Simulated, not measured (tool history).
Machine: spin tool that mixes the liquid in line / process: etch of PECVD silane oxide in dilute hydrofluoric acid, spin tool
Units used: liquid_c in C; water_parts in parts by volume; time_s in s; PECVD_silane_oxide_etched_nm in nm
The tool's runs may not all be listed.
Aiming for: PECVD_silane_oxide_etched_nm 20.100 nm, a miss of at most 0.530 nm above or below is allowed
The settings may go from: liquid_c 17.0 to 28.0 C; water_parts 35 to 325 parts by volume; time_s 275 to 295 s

| run | hour | liquid_c | water_parts | time_s | PECVD_silane_oxide_etched_nm |
|---|---|---|---|---|---|
| 1 | 0.0 | 20.0 | 180 | 275 | 26.428 |
| 2 | 3.6 | 20.0 | 180 | 295 | 28.192 |
| 3 | 4.7 | 20.0 | 180 | 275 | 26.740 |
| 4 | 6.8 | 20.0 | 150 | 275 | 32.931 |
| 5 | 12.7 | 20.0 | 150 | 295 | 35.293 |
| 6 | 17.7 | 19.5 | 165 | 295 | 30.939 |
| 7 | 23.2 | 19.5 | 165 | 295 | 31.490 |
| 8 | 28.0 | 19.0 | 180 | 295 | 27.369 |
| 9 | 29.1 | 18.5 | 190 | 295 | 25.373 |
| 10 | 34.3 | 17.0 | 225 | 295 | 19.525 |

Below are 5 possible settings for the next run. Only one of them brings all results inside the allowed miss of their targets. Which is it?
| A | 39.5 | 19.0 | 245 | 295 | ? |
| B | 39.5 | 17.0 | 225 | 285 | ? |
| C | 39.5 | 19.0 | 235 | 280 | ? |
| D | 39.5 | 17.0 | 220 | 285 | ? |
| E | 39.5 | 21.5 | 240 | 275 | ? |

| move | PECVD_silane_oxide_etched_nm |
|---|---|
| A | 18.957 |
| B | 18.758 |
| C | 18.921 |
| D | 19.265 |
| E | 19.926 |
A: moves away from the targets compared with the last run
B: moves away from the targets compared with the last run
C: moves away from the targets compared with the last run
D: moves away from the targets compared with the last run
E: every result within its allowed miss
Move E is the one to make.

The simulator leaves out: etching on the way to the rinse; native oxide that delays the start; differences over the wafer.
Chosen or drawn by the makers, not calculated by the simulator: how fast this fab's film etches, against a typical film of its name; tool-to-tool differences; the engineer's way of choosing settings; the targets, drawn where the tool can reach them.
